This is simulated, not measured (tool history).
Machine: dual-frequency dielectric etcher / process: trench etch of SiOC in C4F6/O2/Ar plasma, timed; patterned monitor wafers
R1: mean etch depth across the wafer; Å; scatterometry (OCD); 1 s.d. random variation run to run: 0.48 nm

run 1 hour=0.0 | source_power_(kW)=0.400 bias_power_(kW)=0.255 etch_time_(s)=31 | R1=754.84
run 2 hour=2.4 | source_power_(kW)=0.410 bias_power_(kW)=0.258 etch_time_(s)=31 | R1=761.39
run 3 hour=5.8 | source_power_(kW)=0.440 bias_power_(kW)=0.258 etch_time_(s)=31 | R1=782.07
run 4 hour=6.8 | source_power_(kW)=0.370 bias_power_(kW)=0.258 etch_time_(s)=31 | R1=735.46
run 5 hour=12.1 | source_power_(kW)=0.370 bias_power_(kW)=0.258 etch_time_(s)=32 | R1=759.36
run 6 hour=14.3 | source_power_(kW)=0.380 bias_power_(kW)=0.260 etch_time_(s)=32 | R1=771.16
run 7 hour=21.3 | source_power_(kW)=0.390 bias_power_(kW)=0.262 etch_time_(s)=32 | R1=781.55
run 8 hour=22.8 | source_power_(kW)=0.400 bias_power_(kW)=0.264 etch_time_(s)=32 | R1=787.48
run 9 hour=24.3 | source_power_(kW)=0.410 bias_power_(kW)=0.266 etch_time_(s)=32 | R1=794.96
run 10 hour=29.1 | source_power_(kW)=0.420 bias_power_(kW)=0.268 etch_time_(s)=32 | R1=804.79
run 11 hour=35.8 | source_power_(kW)=0.430 bias_power_(kW)=0.270 etch_time_(s)=32 | R1=816.56

Forecast run 12:
run 12 hour=41.6 | source_power_(kW)=0.430 bias_power_(kW)=0.271 etch_time_(s)=32 | R1=?

{"run 12": {"R1": 810.34}}

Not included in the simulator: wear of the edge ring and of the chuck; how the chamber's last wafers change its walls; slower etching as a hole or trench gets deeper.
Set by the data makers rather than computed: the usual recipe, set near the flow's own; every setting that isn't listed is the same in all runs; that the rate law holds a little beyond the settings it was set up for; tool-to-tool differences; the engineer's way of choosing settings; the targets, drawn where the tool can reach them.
